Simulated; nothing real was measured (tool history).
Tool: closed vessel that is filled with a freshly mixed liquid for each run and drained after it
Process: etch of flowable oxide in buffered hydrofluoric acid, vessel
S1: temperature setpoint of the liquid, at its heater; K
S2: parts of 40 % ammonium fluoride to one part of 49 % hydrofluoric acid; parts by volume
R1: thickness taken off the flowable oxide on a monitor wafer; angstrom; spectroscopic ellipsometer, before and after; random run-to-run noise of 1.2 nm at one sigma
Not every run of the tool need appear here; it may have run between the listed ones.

Run 1, hour 0: S1 297.15 K, S2 8 parts by volume, time in the liquid (s) 100. Result: R1 2484.8 angstrom.
Run 2, hour 5.8: S1 297.15 K, S2 7 parts by volume, time in the liquid (s) 100. Result: R1 2859.9 angstrom.
Run 3, hour 14.1: S1 296.15 K, S2 7.5 parts by volume, time in the liquid (s) 100. Result: R1 2482.9 angstrom.
Run 4, hour 19.3: S1 299.15 K, S2 7.5 parts by volume, time in the liquid (s) 100. Result: R1 2973.8 angstrom.
Run 5, hour 21.3: S1 299.15 K, S2 6 parts by volume, time in the liquid (s) 100. Result: R1 3694.3 angstrom.
Run 6, hour 25.7: S1 299.15 K, S2 6 parts by volume, time in the liquid (s) 105. Result: R1 3797.8 angstrom.
Run 7, hour 29.2: S1 295.15 K, S2 8.5 parts by volume, time in the liquid (s) 105. Result: R1 2190.1 angstrom.
Run 8, hour 32: S1 294.15 K, S2 8.5 parts by volume, time in the liquid (s) 105. Result: R1 2058.7 angstrom.
Run 9, hour 36.1: S1 293.65 K, S2 8.5 parts by volume, time in the liquid (s) 105. Result: R1 2001.4 angstrom.
Run 10, hour 41.8: S1 293.15 K, S2 8.5 parts by volume, time in the liquid (s) 105. Result: R1 1967.5 angstrom.

The next listed run, before its measurement:
Run 11, hour 44.3: S1 292.65 K, S2 8.5 parts by volume, time in the liquid (s) 105. Result: R1 ?.

R1: 1904.8 angstrom
